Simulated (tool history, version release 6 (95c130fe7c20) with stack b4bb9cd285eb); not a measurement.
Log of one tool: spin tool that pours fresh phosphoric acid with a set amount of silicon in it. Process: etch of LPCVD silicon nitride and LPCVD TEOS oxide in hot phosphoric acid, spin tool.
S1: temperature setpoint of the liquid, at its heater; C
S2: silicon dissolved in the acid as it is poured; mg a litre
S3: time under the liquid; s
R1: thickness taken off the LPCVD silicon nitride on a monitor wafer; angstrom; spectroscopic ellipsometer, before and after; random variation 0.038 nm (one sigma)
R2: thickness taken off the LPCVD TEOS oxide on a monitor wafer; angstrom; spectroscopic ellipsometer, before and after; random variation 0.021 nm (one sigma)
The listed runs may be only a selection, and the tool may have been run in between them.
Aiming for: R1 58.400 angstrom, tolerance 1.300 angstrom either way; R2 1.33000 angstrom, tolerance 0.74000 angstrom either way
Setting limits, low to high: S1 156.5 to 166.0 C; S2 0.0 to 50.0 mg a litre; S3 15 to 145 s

run 1 day=0.000 | S1=161.0 S2=24.0 S3=75 | R1=66.211 R2=1.44150
run 2 day=0.092 | S1=162.5 S2=24.0 S3=75 | R1=69.796 R2=1.18480
run 3 day=0.221 | S1=162.5 S2=31.5 S3=75 | R1=69.757 R2=0.95947
run 4 day=0.246 | S1=162.5 S2=44.0 S3=75 | R1=70.043 R2=0.42490
run 5 day=0.367 | S1=163.5 S2=44.0 S3=75 | R1=72.401 R2=0.52453
run 6 day=0.679 | S1=162.5 S2=39.5 S3=75 | R1=69.900 R2=0.69857
run 7 day=0.862 | S1=162.0 S2=37.5 S3=75 | R1=69.026 R2=0.64916
run 8 day=0.967 | S1=161.5 S2=34.5 S3=75 | R1=67.500 R2=0.48159
run 9 day=1.188 | S1=161.0 S2=30.0 S3=75 | R1=66.208 R2=1.05870
-- day=1.292 heated supply line repaired
run 10 day=1.292 | S1=160.5 S2=29.5 S3=75 | R1=72.582 R2=1.08890
run 11 day=1.404 | S1=161.0 S2=28.0 S3=75 | R1=73.950 R2=1.05890
run 12 day=1.629 | S1=161.5 S2=27.0 S3=75 | R1=76.223 R2=1.57230
run 13 day=1.867 | S1=159.0 S2=12.0 S3=65 | R1=60.919 R2=1.18820
run 14 day=2.221 | S1=159.0 S2=11.5 S3=65 | R1=60.380 R2=1.43100
run 15 day=2.492 | S1=159.0 S2=12.0 S3=65 | R1=60.713 R2=1.20190
run 16 day=2.675 | S1=159.0 S2=11.5 S3=65 | R1=60.498 R2=1.37160

Which of these 5 next moves meets every target?
run A day=2.858 | S1=162.5 S2=0.0 S3=60 | R1=? R2=?
run B day=2.858 | S1=159.0 S2=31.5 S3=70 | R1=? R2=?
run C day=2.858 | S1=160.5 S2=0.0 S3=65 | R1=? R2=?
run D day=2.858 | S1=158.5 S2=12.5 S3=70 | R1=? R2=?
run E day=2.858 | S1=158.0 S2=7.5 S3=65 | R1=? R2=?

move=A R1=62.760 R2=2.15670
move=B R1=65.126 R2=0.83021
move=C R1=63.603 R2=2.01660
move=D R1=64.035 R2=1.44650
move=E R1=58.463 R2=1.44620
A: further off than the last run
B: further off than the last run
C: further off than the last run
D: further off than the last run
E: each result inside its tolerance
The move that meets every target is E.
